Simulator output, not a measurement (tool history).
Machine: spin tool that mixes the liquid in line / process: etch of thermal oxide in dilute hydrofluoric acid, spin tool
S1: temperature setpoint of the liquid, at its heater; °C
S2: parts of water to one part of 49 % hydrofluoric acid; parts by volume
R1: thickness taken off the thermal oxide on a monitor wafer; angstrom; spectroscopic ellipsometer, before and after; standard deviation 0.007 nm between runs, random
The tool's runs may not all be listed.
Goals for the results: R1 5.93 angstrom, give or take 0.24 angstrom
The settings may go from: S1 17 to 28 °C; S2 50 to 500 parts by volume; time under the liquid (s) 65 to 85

Run 1, hour 0: S1 20 °C, S2 275 parts by volume, time under the liquid (s) 85. Result: R1 11.17 angstrom.
Run 2, hour 1: S1 20 °C, S2 210 parts by volume, time under the liquid (s) 85. Result: R1 15.787 angstrom.
Run 3, hour 7.3: S1 19.5 °C, S2 255 parts by volume, time under the liquid (s) 85. Result: R1 12.218 angstrom.
Run 4, hour 13.1: S1 21 °C, S2 255 parts by volume, time under the liquid (s) 85. Result: R1 12.715 angstrom.
Run 5, hour 20.1: S1 20.5 °C, S2 290 parts by volume, time under the liquid (s) 85. Result: R1 10.673 angstrom.
Run 6, hour 20.9: S1 20 °C, S2 315 parts by volume, time under the liquid (s) 85. Result: R1 9.4389 angstrom.
Run 7, hour 24.8: S1 19.5 °C, S2 335 parts by volume, time under the liquid (s) 85. Result: R1 8.6259 angstrom.
Run 8, hour 33.3: S1 19 °C, S2 355 parts by volume, time under the liquid (s) 85. Result: R1 7.8548 angstrom.
Run 9, hour 35.7: S1 19 °C, S2 370 parts by volume, time under the liquid (s) 85. Result: R1 7.369 angstrom.
Run 10, hour 42.5: S1 18.5 °C, S2 380 parts by volume, time under the liquid (s) 85. Result: R1 7.0489 angstrom.

Exercise: of the 4 proposed moves below, exactly one satisfies all targets within the stated allowed misses. Which move is it?
Run A, hour 49.3: S1 18 °C, S2 350 parts by volume, time under the liquid (s) 85. Result: R1 ?.
Run B, hour 49.3: S1 17 °C, S2 300 parts by volume, time under the liquid (s) 85. Result: R1 ?.
Run C, hour 49.3: S1 17.5 °C, S2 425 parts by volume, time under the liquid (s) 85. Result: R1 ?.
Run D, hour 49.3: S1 20.5 °C, S2 385 parts by volume, time under the liquid (s) 75. Result: R1 ?.

move      R1
   A  7.6989
   B  9.0201
   C  5.8666
   D  6.5566
A: its largest miss is bigger than the last run's
B: its largest miss is bigger than the last run's
C: all results in spec
D: closer than the last run, but not yet in spec
Answer: C
